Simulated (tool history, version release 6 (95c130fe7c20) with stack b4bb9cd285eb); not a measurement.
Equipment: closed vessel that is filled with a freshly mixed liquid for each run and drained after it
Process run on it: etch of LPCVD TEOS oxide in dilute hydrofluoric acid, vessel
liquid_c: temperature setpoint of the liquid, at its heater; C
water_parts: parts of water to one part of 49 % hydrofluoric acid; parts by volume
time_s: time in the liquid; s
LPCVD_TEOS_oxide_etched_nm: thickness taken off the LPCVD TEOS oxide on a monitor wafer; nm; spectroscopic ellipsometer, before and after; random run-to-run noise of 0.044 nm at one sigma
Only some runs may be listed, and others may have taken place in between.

{"run": 1, "day": 0.0, "liquid_c": 26, "water_parts": 275, "time_s": 95, "LPCVD_TEOS_oxide_etched_nm": 9.1849}
{"run": 2, "day": 0.271, "liquid_c": 23, "water_parts": 275, "time_s": 95, "LPCVD_TEOS_oxide_etched_nm": 8.2554}
{"run": 3, "day": 0.592, "liquid_c": 23, "water_parts": 275, "time_s": 105, "LPCVD_TEOS_oxide_etched_nm": 9.2118}
{"run": 4, "day": 0.717, "liquid_c": 25.5, "water_parts": 275, "time_s": 105, "LPCVD_TEOS_oxide_etched_nm": 10.031}
{"run": 5, "day": 0.921, "liquid_c": 25.5, "water_parts": 275, "time_s": 95, "LPCVD_TEOS_oxide_etched_nm": 9.1038}
{"day": 1.246, "done": "hydrofluoric acid flow meter replaced"}
{"run": 6, "day": 1.246, "liquid_c": 24, "water_parts": 280, "time_s": 95, "LPCVD_TEOS_oxide_etched_nm": 7.8078}
{"run": 7, "day": 1.367, "liquid_c": 23.5, "water_parts": 280, "time_s": 95, "LPCVD_TEOS_oxide_etched_nm": 7.7455}

For run 8, what comes out?
{"run": 8, "day": 1.504, "liquid_c": 23, "water_parts": 280, "time_s": 95, "LPCVD_TEOS_oxide_etched_nm": "?"}

Run 8 came out at LPCVD_TEOS_oxide_etched_nm 7.4457 nm.

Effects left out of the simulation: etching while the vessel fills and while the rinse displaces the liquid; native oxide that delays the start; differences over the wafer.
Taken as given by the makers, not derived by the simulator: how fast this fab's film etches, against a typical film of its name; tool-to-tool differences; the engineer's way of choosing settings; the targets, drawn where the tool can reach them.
